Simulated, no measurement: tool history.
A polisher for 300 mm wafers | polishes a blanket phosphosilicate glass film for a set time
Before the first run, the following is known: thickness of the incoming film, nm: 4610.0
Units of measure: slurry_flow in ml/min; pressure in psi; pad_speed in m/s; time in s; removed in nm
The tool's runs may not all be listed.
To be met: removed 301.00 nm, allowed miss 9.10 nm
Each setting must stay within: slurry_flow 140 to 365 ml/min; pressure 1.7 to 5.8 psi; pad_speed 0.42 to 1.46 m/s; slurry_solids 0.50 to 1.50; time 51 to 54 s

run   hour  slurry_flow  pressure  pad_speed  slurry_solids  time  removed
  1    0.0          235       3.7       0.94           1.00    51   517.62
  2    8.2          235       3.7       0.94           1.15    51   565.00
  3   11.0          235       3.4       0.92           1.15    51   525.28
  4   13.4          235       3.1       0.88           1.15    51   460.65
  5   19.7          235       3.1       0.88           1.35    51   496.90
  6   22.3          235       2.9       0.86           1.35    51   453.22
  7   28.5          235       2.7       0.84           1.35    51   429.43
  8   29.4          235       2.5       0.82           1.35    51   388.03
  9   37.3          235       2.4       0.82           1.35    51   376.97
 10   45.9          225       1.7       0.78           1.35    51   259.67
 11   52.8          235       1.7       0.78           1.35    51   263.55
 12   55.4          280       2.2       0.78           1.35    51   338.19
 13   62.9          275       2.2       0.78           1.35    51   336.76
 14   63.8          270       2.2       0.78           1.35    51   345.81
 15   72.3          260       2.2       0.78           1.35    51   340.22
 16   75.1          250       2.2       0.78           1.35    51   342.73
 17   78.4          245       2.2       0.78           1.35    51   335.97
 18   83.8          240       2.2       0.78           1.35    51   333.30
 19   87.2          235       2.2       0.78           1.35    51   331.35
 20   93.7          230       2.2       0.78           1.35    51   327.09
 21   94.6          225       2.2       0.78           1.35    51   329.19
 22   97.1          220       2.2       0.78           1.35    51   330.27
 23  104.5          215       2.1       0.78           1.35    51   315.87

Which single option among these 4 for the next run brings every result within its allowed miss of target? Just one does.
  A  111.9          200       2.1       0.78           1.25    51        ?
  B  111.9          265       1.8       0.90           1.30    54        ?
  C  111.9          215       2.4       0.68           1.30    52        ?
  D  111.9          240       1.9       0.92           1.40    51        ?

move  removed
   A   305.27
   B   319.28
   C   336.54
   D   329.24
A: all results in spec
B: further off than the last run
C: further off than the last run
D: further off than the last run
The right move is A.
